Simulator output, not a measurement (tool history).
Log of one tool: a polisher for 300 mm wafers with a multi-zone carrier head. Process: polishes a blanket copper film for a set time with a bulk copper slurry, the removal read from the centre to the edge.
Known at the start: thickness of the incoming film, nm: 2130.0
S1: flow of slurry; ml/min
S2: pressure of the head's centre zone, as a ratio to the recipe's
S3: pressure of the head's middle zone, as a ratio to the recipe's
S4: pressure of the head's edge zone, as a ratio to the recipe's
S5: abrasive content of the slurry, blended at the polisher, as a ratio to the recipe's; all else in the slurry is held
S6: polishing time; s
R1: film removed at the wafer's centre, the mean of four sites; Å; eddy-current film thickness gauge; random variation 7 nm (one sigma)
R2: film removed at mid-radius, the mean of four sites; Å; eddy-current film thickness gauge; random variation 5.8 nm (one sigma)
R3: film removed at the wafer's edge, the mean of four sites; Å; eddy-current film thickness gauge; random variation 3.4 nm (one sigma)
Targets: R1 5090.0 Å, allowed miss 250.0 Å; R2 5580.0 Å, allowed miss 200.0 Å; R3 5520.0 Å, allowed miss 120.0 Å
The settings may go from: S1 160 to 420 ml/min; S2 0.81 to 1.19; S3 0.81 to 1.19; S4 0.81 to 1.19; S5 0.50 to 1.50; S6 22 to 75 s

| run | hour | S1 | S2 | S3 | S4 | S5 | S6 | R1 | R2 | R3 |
|---|---|---|---|---|---|---|---|---|---|---|
| 1 | 0.0 | 270 | 1.00 | 1.00 | 1.00 | 1.00 | 48 | 6366.4 | 6478.3 | 6921.6 |
| 2 | 5.6 | 270 | 0.95 | 1.00 | 1.00 | 1.00 | 48 | 5871.3 | 6385.1 | 6896.7 |
| 3 | 8.7 | 270 | 0.95 | 1.08 | 1.00 | 1.00 | 48 | 6074.1 | 6866.6 | 6799.8 |
| 4 | 14.5 | 265 | 0.95 | 1.07 | 0.98 | 0.95 | 48 | 6059.5 | 6713.2 | 6585.4 |
| 5 | 15.8 | 325 | 0.95 | 1.07 | 0.98 | 0.95 | 48 | 6118.6 | 6671.4 | 6786.6 |
| 6 | 18.5 | 325 | 0.95 | 1.07 | 0.98 | 0.95 | 59 | 7589.5 | 8396.8 | 8413.7 |
| 7 | 23.7 | 320 | 0.94 | 1.06 | 0.96 | 0.90 | 57 | 7204.7 | 7907.5 | 7852.5 |
| 8 | 32.7 | 315 | 0.92 | 1.04 | 0.94 | 0.85 | 56 | 6755.5 | 7637.2 | 7515.3 |
|  | 37.1 | centre zone pressure recalibrated |
| 9 | 37.1 | 275 | 0.92 | 0.94 | 0.84 | 0.60 | 46 | 5274.2 | 5162.2 | 5384.4 |

Which of these 5 next moves meets every target?
| A | 41.5 | 265 | 0.85 | 0.97 | 0.83 | 0.55 | 49 | ? | ? | ? |
| B | 41.5 | 270 | 0.96 | 0.97 | 0.81 | 0.75 | 46 | ? | ? | ? |
| C | 41.5 | 235 | 0.90 | 0.81 | 0.88 | 0.80 | 45 | ? | ? | ? |
| D | 41.5 | 250 | 0.90 | 0.92 | 0.88 | 0.60 | 44 | ? | ? | ? |
| E | 41.5 | 250 | 0.86 | 0.99 | 0.92 | 0.65 | 47 | ? | ? | ? |

| move | R1 | R2 | R3 |
|---|---|---|---|
| A | 5197.7 | 5507.9 | 5564.5 |
| B | 5925.4 | 5575.8 | 5573.6 |
| C | 5427.4 | 4775.9 | 5687.7 |
| D | 4999.2 | 4821.0 | 5214.9 |
| E | 5210.8 | 5546.7 | 5789.8 |
A: meets every target
B: brings the result that was furthest off to its target, and leaves another outside
C: further off than the last run
D: further off than the last run
E: brings the result that was furthest off to its target, and leaves another outside
Move A is the one to make.

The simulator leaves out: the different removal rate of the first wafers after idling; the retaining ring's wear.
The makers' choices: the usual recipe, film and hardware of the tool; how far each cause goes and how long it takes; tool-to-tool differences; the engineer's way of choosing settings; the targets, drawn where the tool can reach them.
